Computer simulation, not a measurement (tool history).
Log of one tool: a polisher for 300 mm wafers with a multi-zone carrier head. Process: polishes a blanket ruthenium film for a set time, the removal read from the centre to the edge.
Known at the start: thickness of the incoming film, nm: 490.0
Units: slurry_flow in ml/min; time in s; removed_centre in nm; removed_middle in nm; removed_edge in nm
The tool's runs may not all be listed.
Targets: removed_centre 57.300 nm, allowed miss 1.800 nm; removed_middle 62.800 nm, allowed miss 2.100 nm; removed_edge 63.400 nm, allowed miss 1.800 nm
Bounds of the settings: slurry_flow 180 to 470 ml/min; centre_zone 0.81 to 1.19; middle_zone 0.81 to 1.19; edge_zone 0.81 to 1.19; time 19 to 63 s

| run | hour | slurry_flow | centre_zone | middle_zone | edge_zone | time | removed_centre | removed_middle | removed_edge |
|---|---|---|---|---|---|---|---|---|---|
| 1 | 0.0 | 300 | 1.00 | 1.00 | 1.00 | 41 | 47.066 | 47.472 | 47.794 |
| 2 | 5.7 | 300 | 1.00 | 1.00 | 1.00 | 50 | 56.597 | 57.174 | 58.746 |
| 3 | 7.1 | 305 | 1.00 | 1.01 | 1.01 | 50 | 58.251 | 57.816 | 59.176 |
| 4 | 8.9 | 305 | 1.00 | 1.01 | 1.01 | 43 | 49.029 | 49.969 | 50.239 |
| 5 | 14.2 | 305 | 1.00 | 0.96 | 1.01 | 43 | 49.468 | 47.821 | 50.611 |
| 6 | 21.2 | 310 | 1.00 | 0.98 | 1.03 | 44 | 51.628 | 49.308 | 51.135 |
| 7 | 24.0 | 300 | 1.00 | 0.99 | 1.03 | 45 | 51.283 | 50.923 | 52.890 |
| 8 | 28.7 | 300 | 1.00 | 1.00 | 1.04 | 46 | 52.900 | 52.971 | 53.635 |
| 9 | 36.8 | 305 | 0.99 | 1.00 | 1.04 | 47 | 53.088 | 52.574 | 56.267 |
| 10 | 45.2 | 305 | 0.99 | 1.00 | 1.04 | 47 | 53.098 | 52.870 | 55.766 |
| 11 | 52.8 | 310 | 0.99 | 1.02 | 1.05 | 48 | 54.439 | 55.241 | 57.177 |

4 next moves are on the table. One of them brings every result within its allowed miss. Which?
| A | 60.4 | 345 | 1.04 | 1.07 | 1.05 | 46 | ? | ? | ? |
| B | 60.4 | 285 | 0.82 | 1.10 | 0.97 | 53 | ? | ? | ? |
| C | 60.4 | 325 | 0.93 | 0.99 | 1.09 | 52 | ? | ? | ? |
| D | 60.4 | 300 | 0.91 | 1.04 | 1.01 | 54 | ? | ? | ? |

| move | removed_centre | removed_middle | removed_edge |
|---|---|---|---|
| A | 54.774 | 56.262 | 55.724 |
| B | 51.200 | 65.179 | 60.858 |
| C | 56.233 | 59.239 | 63.975 |
| D | 56.909 | 63.633 | 63.542 |
A: further off than the last run
B: takes the result that was furthest off past its target
C: nearer than the last run, and not there yet
D: meets every target
Answer: D
